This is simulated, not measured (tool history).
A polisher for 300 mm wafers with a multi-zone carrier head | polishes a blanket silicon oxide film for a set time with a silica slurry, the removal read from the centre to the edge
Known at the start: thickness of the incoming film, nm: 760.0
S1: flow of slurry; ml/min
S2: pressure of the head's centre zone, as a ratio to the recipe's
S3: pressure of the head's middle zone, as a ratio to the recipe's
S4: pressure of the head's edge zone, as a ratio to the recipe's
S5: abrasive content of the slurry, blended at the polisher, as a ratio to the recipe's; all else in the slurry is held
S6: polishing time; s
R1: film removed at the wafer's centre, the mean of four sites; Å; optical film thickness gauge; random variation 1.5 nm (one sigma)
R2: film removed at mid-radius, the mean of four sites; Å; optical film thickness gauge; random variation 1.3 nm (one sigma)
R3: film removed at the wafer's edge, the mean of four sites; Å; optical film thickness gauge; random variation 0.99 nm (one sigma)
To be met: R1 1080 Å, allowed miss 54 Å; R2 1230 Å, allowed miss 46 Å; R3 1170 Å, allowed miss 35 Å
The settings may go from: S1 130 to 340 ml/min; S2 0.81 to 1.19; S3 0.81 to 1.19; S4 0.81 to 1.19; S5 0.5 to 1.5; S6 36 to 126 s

run  hour   S1    S2    S3    S4    S5  S6      R1      R2      R3
  1     0  220     1     1     1     1  81    1540  1523.1  1552.5
  2   7.7  240     1     1     1     1  81  1577.4  1588.8    1557
  3  11.2  240     1  0.92     1     1  81  1585.4  1459.5  1570.7
  4  12.9  240     1  0.92  1.03     1  81  1608.7  1438.1  1596.1
  5    16  240     1  0.92  1.03     1  89  1674.5  1626.9  1745.8
  6  22.8  240  0.96  0.94  0.99  0.85  86  1509.4  1505.6  1587.2
  7  25.6  215  0.86  1.04  0.89   0.6  71  1002.6  1205.8  1121.1
  8  27.8  220  0.87  1.04   0.9   0.6  71  1040.1  1203.8  1142.8

5 next moves are on the table. One of them brings every result within its allowed miss. Which?
  A    30  210  0.86  0.98  1.08  0.55  72   ?   ?   ?
  B    30  185  0.88  1.04   0.9  0.55  71   ?   ?   ?
  C    30  150  0.89   1.1  0.99  0.95  61   ?   ?   ?
  D    30  140  0.95  1.03  0.97  0.55  72   ?   ?   ?
  E    30  255  0.88  1.01  0.91   0.5  76   ?   ?   ?

move      R1      R2      R3
   A  1024.9    1151  1210.1
   B  1016.8  1175.1  1079.8
   C  992.14  1192.8  1100.7
   D  1065.1  1135.4  1101.9
   E  1107.5  1243.4  1166.7
A: takes the result that was furthest off past its target
B: further off than the last run
C: further off than the last run
D: further off than the last run
E: meets every target
Answer: E

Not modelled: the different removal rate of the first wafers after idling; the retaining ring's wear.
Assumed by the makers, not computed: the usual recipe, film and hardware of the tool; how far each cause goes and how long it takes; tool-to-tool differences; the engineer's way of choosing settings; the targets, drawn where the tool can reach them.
